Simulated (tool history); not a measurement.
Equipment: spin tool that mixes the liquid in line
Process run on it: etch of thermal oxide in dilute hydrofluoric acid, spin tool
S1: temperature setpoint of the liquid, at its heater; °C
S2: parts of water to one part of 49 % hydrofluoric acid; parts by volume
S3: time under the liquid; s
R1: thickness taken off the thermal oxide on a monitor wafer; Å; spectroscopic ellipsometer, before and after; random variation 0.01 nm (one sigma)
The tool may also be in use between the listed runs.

run	hour	S1	S2	S3	R1
1	0	24	225	90	16.323
2	4.3	22	230	90	14.811
3	8.6	24.5	230	90	16.344
4	9.2	22.5	235	90	14.933
5	12.1	25.5	235	90	16.673
6	17.5	23	240	90	14.614
7	18.9	21.5	240	90	13.862
8	19.7	20.5	245	90	13.101

Run 9 is up next; what results do you expect?
9	20.9	17	255	90	?

R1: 10.795 Å

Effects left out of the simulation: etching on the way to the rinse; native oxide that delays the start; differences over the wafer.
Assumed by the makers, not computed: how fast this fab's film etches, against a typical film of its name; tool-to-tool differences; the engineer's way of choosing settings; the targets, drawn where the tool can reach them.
